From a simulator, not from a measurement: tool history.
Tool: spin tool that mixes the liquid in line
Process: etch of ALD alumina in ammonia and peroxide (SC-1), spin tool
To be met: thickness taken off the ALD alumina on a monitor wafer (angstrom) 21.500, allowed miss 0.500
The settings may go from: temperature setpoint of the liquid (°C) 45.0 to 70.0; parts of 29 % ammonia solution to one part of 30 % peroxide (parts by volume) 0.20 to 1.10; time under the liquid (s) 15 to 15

| run | hour | temperature setpoint of the liquid (°C) | parts of 29 % ammonia solution to one part of 30 % peroxide (parts by volume) | time under the liquid (s) | thickness taken off the ALD alumina on a monitor wafer (angstrom) |
|---|---|---|---|---|---|
| 1 | 0.0 | 61.0 | 0.60 | 15 | 19.239 |
| 2 | 8.5 | 64.0 | 0.60 | 15 | 22.436 |
| 3 | 10.6 | 69.5 | 0.60 | 15 | 29.483 |
| 4 | 19.3 | 69.5 | 0.60 | 15 | 29.240 |
| 5 | 21.7 | 69.5 | 0.75 | 15 | 29.728 |
| 6 | 28.0 | 64.0 | 0.75 | 15 | 22.542 |
| 7 | 29.5 | 63.5 | 0.75 | 15 | 22.215 |
| 8 | 33.2 | 63.5 | 0.75 | 15 | 22.378 |

Which of these 4 next moves meets every target?
| A | 36.9 | 62.5 | 1.00 | 15 | ? |
| B | 36.9 | 64.0 | 0.75 | 15 | ? |
| C | 36.9 | 66.0 | 0.25 | 15 | ? |
| D | 36.9 | 62.0 | 0.60 | 15 | ? |

| move | thickness taken off the ALD alumina on a monitor wafer (angstrom) |
|---|---|
| A | 21.656 |
| B | 22.724 |
| C | 22.625 |
| D | 20.122 |
A: meets every target
B: further off than the last run
C: further off than the last run
D: takes the result that was furthest off past its target
Move A is the one to make.
